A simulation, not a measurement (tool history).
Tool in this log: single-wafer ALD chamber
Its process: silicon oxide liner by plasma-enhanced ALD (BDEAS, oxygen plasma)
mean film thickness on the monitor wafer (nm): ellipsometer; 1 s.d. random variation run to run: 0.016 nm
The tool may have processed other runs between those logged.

run	hour	heater temperature setpoint (deg C)	number of ALD cycles (cycles)	mean film thickness on the monitor wafer (nm)
1	0.0	315	54	4.3475
2	3.1	316	52	4.1341
3	4.4	317	51	4.1045
4	13.0	317	47	3.7478
5	14.4	317	46	3.6982
6	22.2	313	46	3.6749
7	29.8	313	45	3.6189
8	38.4	313	45	3.6458

Run 9 is up next; what results do you expect?
9	44.1	313	44	?

Run 9 produced mean film thickness on the monitor wafer (nm) 3.5486.
